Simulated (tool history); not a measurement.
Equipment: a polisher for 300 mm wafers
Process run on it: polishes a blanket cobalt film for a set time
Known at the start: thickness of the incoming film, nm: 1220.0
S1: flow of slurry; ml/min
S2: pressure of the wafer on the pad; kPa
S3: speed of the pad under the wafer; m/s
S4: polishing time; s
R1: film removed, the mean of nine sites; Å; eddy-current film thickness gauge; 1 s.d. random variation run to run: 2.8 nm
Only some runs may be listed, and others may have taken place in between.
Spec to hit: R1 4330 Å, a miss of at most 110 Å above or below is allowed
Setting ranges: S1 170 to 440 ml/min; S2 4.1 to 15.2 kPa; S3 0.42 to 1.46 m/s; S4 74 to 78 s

| run | hour | S1 | S2 | S3 | S4 | R1 |
|---|---|---|---|---|---|---|
| 1 | 0 | 280 | 9.7 | 0.94 | 74 | 2444.8 |
| 2 | 1.6 | 280 | 10.3 | 0.94 | 74 | 2642.2 |
| 3 | 3.4 | 285 | 11.7 | 0.94 | 74 | 2938.5 |
| 4 | 4.4 | 285 | 11.7 | 0.72 | 74 | 2381 |
| 5 | 7.3 | 285 | 13.1 | 0.82 | 74 | 2928.5 |
| 6 | 16.2 | 290 | 13.8 | 0.9 | 74 | 3265.2 |
| 7 | 22.8 | 290 | 14.5 | 0.96 | 74 | 3606.4 |
|  | 27.5 | worn pad replaced by a new one |
| 8 | 27.5 | 290 | 14.5 | 1.02 | 74 | 4005.9 |

Exactly one of the 4 candidate moves below puts every result within its allowed miss. Which one?
| A | 32.2 | 275 | 14.5 | 1.12 | 78 | ? |
| B | 32.2 | 280 | 15.2 | 1.14 | 74 | ? |
| C | 32.2 | 365 | 13.8 | 1.1 | 77 | ? |
| D | 32.2 | 320 | 13.8 | 1.2 | 76 | ? |

| move | R1 |
|---|---|
| A | 4591.2 |
| B | 4621.9 |
| C | 4334.9 |
| D | 4564.9 |
A: takes the biggest miss from the last run beyond its target
B: takes the biggest miss from the last run beyond its target
C: each result inside its tolerance
D: takes the biggest miss from the last run beyond its target
Answer: C

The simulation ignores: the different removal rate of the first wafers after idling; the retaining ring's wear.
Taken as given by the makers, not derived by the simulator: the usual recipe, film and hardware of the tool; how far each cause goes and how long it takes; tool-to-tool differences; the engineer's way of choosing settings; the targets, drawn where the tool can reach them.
